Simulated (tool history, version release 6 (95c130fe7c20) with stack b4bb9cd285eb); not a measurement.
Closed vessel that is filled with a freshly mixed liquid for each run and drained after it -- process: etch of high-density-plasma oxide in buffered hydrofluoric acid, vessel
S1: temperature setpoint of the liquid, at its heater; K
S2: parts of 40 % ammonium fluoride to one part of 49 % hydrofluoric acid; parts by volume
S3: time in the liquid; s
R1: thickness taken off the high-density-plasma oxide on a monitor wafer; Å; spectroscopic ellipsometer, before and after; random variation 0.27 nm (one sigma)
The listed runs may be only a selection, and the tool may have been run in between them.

run,day,S1,S2,S3,R1
1,0,295.15,14.5,30,212.27
2,0.092,295.15,14.5,30,209.51
3,0.154,296.15,14,30,232.33
4,0.433,296.15,14,30,231.89
5,0.771,294.65,14,30,213.87
6,0.867,294.65,11,30,269.97

Run 7 comes next. What will it give?
7,0.95,295.65,11,30,?

{"run 7": {"R1": 288.96}}
